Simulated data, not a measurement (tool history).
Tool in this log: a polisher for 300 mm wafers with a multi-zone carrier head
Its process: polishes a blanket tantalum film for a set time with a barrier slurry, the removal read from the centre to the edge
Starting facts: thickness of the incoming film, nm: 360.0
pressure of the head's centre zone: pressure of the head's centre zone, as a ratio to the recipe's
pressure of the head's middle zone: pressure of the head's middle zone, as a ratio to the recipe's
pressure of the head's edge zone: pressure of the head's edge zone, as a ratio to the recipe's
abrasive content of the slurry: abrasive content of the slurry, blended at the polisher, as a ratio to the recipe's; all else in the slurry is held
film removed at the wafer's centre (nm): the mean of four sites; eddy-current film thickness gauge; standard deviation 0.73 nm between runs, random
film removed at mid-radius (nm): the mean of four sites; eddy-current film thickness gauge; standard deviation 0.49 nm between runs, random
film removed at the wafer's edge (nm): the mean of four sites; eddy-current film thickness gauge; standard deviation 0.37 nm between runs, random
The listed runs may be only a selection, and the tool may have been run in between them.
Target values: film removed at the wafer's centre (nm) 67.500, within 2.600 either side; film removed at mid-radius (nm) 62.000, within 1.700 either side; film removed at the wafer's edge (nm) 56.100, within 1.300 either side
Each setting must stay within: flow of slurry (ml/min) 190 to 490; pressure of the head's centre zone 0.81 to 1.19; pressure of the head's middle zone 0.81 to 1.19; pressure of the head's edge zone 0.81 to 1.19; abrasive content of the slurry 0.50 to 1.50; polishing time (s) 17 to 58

run  hour  flow of slurry (ml/min)  pressure of the head's centre zone  pressure of the head's middle zone  pressure of the head's edge zone  abrasive content of the slurry  polishing time (s)  film removed at the wafer's centre (nm)  film removed at mid-radius (nm)  film removed at the wafer's edge (nm)
  1   0.0                      315                                1.00                                1.00                              1.00                            1.00                  37                                   38.948                           38.736                                 39.545
  2   7.0                      335                                1.05                                1.04                              1.01                            1.15                  39                                   45.054                           44.467                                 43.588
  3  12.9                      335                                1.05                                1.04                              1.01                            1.15                  32                                   36.962                           35.744                                 35.909
  4  15.0                      350                                1.09                                1.06                              1.01                            1.25                  35                                   43.326                           40.824                                 39.724
  5  16.8                      300                                1.09                                1.06                              1.01                            1.25                  35                                   42.230                           39.763                                 39.538
  6  24.9                      300                                1.09                                1.06                              1.01                            1.45                  35                                   44.445                           41.240                                 40.577
  7  32.1                      330                                1.12                                1.09                              1.03                            1.45                  37                                   48.213                           45.309                                 44.028
  8  34.7                      355                                1.14                                1.10                              1.02                            1.45                  39                                   53.147                           48.421                                 45.853
  9  37.2                      390                                1.19                                1.19                              1.12                            1.50                  46                                   66.264                           61.970                                 57.874
 10  42.2                      390                                1.19                                1.19                              1.10                            1.50                  46                                   65.596                           61.673                                 57.249

5 next moves are on the table. One of them brings every result within its allowed miss. Which?
  A  47.2                      485                                1.19                                1.04                              0.98                            1.50                  50                                        ?                                ?                                      ?
  B  47.2                      385                                1.08                                1.19                              1.05                            1.45                  48                                        ?                                ?                                      ?
  C  47.2                      330                                1.19                                1.18                              1.01                            1.50                  48                                        ?                                ?                                      ?
  D  47.2                      475                                1.16                                1.17                              1.13                            1.50                  44                                        ?                                ?                                      ?
  E  47.2                      445                                1.13                                1.19                              1.05                            1.50                  45                                        ?                                ?                                      ?

move  film removed at the wafer's centre (nm)  film removed at mid-radius (nm)  film removed at the wafer's edge (nm)
   A                                   72.803                           61.720                                 60.693
   B                                   61.267                           63.789                                 58.587
   C                                   66.433                           62.429                                 56.974
   D                                   62.353                           59.435                                 57.133
   E                                   61.660                           61.214                                 56.009
A: its largest miss is bigger than the last run's
B: its largest miss is bigger than the last run's
C: each result inside its tolerance
D: gets the furthest-off result to its target, but another result is out of tolerance
E: gets the furthest-off result to its target, but another result is out of tolerance
Move C is the one to make.

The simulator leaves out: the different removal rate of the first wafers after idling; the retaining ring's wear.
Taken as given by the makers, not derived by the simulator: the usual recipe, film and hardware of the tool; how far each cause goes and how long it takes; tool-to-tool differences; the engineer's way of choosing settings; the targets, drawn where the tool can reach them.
